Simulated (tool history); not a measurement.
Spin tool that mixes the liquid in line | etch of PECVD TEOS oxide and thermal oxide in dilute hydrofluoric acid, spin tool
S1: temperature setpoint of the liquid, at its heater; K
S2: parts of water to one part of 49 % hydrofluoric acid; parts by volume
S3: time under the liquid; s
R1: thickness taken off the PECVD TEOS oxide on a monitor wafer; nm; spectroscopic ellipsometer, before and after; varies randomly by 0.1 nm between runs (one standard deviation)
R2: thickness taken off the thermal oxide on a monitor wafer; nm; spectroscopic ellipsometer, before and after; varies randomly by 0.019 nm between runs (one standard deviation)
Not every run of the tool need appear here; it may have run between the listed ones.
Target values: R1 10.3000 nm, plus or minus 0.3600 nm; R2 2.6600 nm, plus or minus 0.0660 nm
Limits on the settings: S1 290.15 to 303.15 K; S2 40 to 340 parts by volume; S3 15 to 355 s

Run 1, hour 0.0: S1 295.15 K, S2 190 parts by volume, S3 180 s. Result: R1 12.7480 nm, R2 3.2325 nm.
Run 2, hour 5.6: S1 295.15 K, S2 155 parts by volume, S3 180 s. Result: R1 15.8730 nm, R2 4.1349 nm.
Run 3, hour 12.7: S1 292.65 K, S2 155 parts by volume, S3 180 s. Result: R1 14.5570 nm, R2 3.7263 nm.
Run 4, hour 14.1: S1 294.65 K, S2 155 parts by volume, S3 180 s. Result: R1 15.7120 nm, R2 4.0262 nm.
Run 5, hour 19.7: S1 293.65 K, S2 165 parts by volume, S3 180 s. Result: R1 13.9590 nm, R2 3.5972 nm.
Run 6, hour 25.3: S1 293.65 K, S2 140 parts by volume, S3 180 s. Result: R1 17.2780 nm, R2 4.4236 nm.
Run 7, hour 34.2: S1 292.65 K, S2 155 parts by volume, S3 180 s. Result: R1 14.6040 nm, R2 3.7495 nm.
Run 8, hour 39.6: S1 292.15 K, S2 165 parts by volume, S3 180 s. Result: R1 12.9710 nm, R2 3.4504 nm.
Run 9, hour 44.8: S1 292.65 K, S2 210 parts by volume, S3 170 s. Result: R1 9.5902 nm, R2 2.4397 nm.
Run 10, hour 49.0: S1 293.15 K, S2 210 parts by volume, S3 170 s. Result: R1 9.6292 nm, R2 2.4936 nm.
Run 11, hour 51.5: S1 293.65 K, S2 210 parts by volume, S3 170 s. Result: R1 9.8803 nm, R2 2.5426 nm.

Of the 4 settings listed for the next run, only one would bring every result within its allowed miss of target. Which one?
Run A, hour 54.0: S1 298.65 K, S2 325 parts by volume, S3 230 s. Result: R1 ?, R2 ?.
Run B, hour 54.0: S1 296.65 K, S2 220 parts by volume, S3 150 s. Result: R1 ?, R2 ?.
Run C, hour 54.0: S1 300.65 K, S2 205 parts by volume, S3 120 s. Result: R1 ?, R2 ?.
Run D, hour 54.0: S1 292.15 K, S2 210 parts by volume, S3 185 s. Result: R1 ?, R2 ?.

move       R1      R2
   A   9.5176  2.4094
   B   9.4347  2.3884
   C   9.5406  2.4152
   D  10.3370  2.6167
A: further off than the last run
B: further off than the last run
C: further off than the last run
D: meets every target
So the answer is move D, the one that meets all the targets.

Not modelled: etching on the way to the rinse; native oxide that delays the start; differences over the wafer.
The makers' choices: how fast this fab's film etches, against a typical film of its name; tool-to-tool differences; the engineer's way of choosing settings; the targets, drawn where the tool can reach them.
